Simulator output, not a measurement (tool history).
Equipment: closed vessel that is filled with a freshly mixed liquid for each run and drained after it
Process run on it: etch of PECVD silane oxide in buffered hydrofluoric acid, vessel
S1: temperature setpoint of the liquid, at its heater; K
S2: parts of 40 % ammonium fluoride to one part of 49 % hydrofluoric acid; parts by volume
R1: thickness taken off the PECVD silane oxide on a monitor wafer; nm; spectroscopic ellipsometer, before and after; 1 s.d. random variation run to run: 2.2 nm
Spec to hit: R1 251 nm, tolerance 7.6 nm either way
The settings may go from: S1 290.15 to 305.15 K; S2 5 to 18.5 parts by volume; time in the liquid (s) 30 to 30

Run 1, hour 0: S1 298.15 K, S2 11.5 parts by volume, time in the liquid (s) 30. Result: R1 137.21 nm.
Run 2, hour 4: S1 300.65 K, S2 10.5 parts by volume, time in the liquid (s) 30. Result: R1 169.07 nm.
Run 3, hour 10.2: S1 302.15 K, S2 10 parts by volume, time in the liquid (s) 30. Result: R1 196.09 nm.
Run 4, hour 19.5: S1 305.15 K, S2 10 parts by volume, time in the liquid (s) 30. Result: R1 228 nm.
Run 5, hour 23.4: S1 305.15 K, S2 9.5 parts by volume, time in the liquid (s) 30. Result: R1 236.04 nm.
Run 6, hour 29.1: S1 305.15 K, S2 8 parts by volume, time in the liquid (s) 30. Result: R1 278.76 nm.
Run 7, hour 37.4: S1 304.65 K, S2 8 parts by volume, time in the liquid (s) 30. Result: R1 269.85 nm.
Run 8, hour 45.6: S1 304.15 K, S2 8 parts by volume, time in the liquid (s) 30. Result: R1 265.9 nm.

Which single option among these 4 for the next run brings every result within its allowed miss of target? Just one does.
Run A, hour 53.8: S1 305.15 K, S2 9.5 parts by volume, time in the liquid (s) 30. Result: R1 ?.
Run B, hour 53.8: S1 304.65 K, S2 9 parts by volume, time in the liquid (s) 30. Result: R1 ?.
Run C, hour 53.8: S1 301.65 K, S2 7.5 parts by volume, time in the liquid (s) 30. Result: R1 ?.
Run D, hour 53.8: S1 303.65 K, S2 8.5 parts by volume, time in the liquid (s) 30. Result: R1 ?.

move      R1
   A  233.33
   B  235.19
   C  244.82
   D  237.53
A: takes the biggest miss from the last run beyond its target
B: takes the biggest miss from the last run beyond its target
C: all results land within tolerance of their targets
D: takes the biggest miss from the last run beyond its target
The right move is C.
